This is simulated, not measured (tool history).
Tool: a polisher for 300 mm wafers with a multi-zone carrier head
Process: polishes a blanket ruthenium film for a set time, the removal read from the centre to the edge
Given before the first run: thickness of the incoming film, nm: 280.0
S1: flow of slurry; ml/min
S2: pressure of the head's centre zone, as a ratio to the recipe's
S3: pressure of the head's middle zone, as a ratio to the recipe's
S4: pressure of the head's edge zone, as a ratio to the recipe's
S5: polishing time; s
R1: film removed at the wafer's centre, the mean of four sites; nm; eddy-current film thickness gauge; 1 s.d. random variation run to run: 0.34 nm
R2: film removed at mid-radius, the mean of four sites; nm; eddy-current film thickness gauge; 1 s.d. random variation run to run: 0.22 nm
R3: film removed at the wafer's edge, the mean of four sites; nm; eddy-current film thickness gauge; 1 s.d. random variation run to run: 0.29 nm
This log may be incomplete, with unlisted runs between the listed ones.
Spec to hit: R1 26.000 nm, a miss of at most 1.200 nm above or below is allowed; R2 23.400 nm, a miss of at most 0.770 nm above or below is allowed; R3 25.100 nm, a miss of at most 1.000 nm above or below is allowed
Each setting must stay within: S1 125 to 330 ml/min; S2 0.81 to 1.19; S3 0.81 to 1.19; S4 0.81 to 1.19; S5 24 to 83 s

run    day   S1    S2    S3    S4  S5      R1      R2      R3
  1  0.000  210  1.00  1.00  1.00  53  35.743  35.708  37.961
  2  0.217  205  1.01  0.97  0.96  47  31.539  30.799  32.884
  3  0.412  155  1.01  0.97  0.96  47  30.327  29.192  31.848
  4  0.779  155  1.02  0.96  0.93  44  28.989  27.128  29.598
  5  1.096  125  1.02  0.96  0.93  44  26.832  25.836  28.382
  6  1.362  125  1.02  0.96  0.90  44  27.417  26.203  28.653
  7  1.558  130  1.03  0.96  0.89  42  25.797  24.274  26.415
  8  1.688  130  1.04  0.96  0.88  42  26.729  24.649  26.160
  9  1.921  130  1.04  0.95  0.87  42  26.167  24.782  26.639

Below are 5 possible settings for the next run. Only one of them brings all results inside the allowed miss of their targets. Which is it?
  A  2.154  225  0.93  0.83  0.89  41   ?   ?   ?
  B  2.154  150  1.02  0.81  0.91  42   ?   ?   ?
  C  2.154  125  1.09  0.98  0.91  39   ?   ?   ?
  D  2.154  165  1.03  1.09  0.81  38   ?   ?   ?
  E  2.154  125  0.93  0.91  0.95  42   ?   ?   ?

move      R1      R2      R3
   A  26.604  23.960  28.197
   B  27.757  22.539  27.807
   C  26.350  23.193  25.038
   D  25.935  26.056  24.060
   E  24.171  23.620  27.558
A: puts the biggest miss on target and leaves a different result outside tolerance
B: takes the result that was furthest off past its target
C: each result inside its tolerance
D: moves away from the targets compared with the last run
E: puts the biggest miss on target and leaves a different result outside tolerance
C is the move that brings every result within its allowed miss.
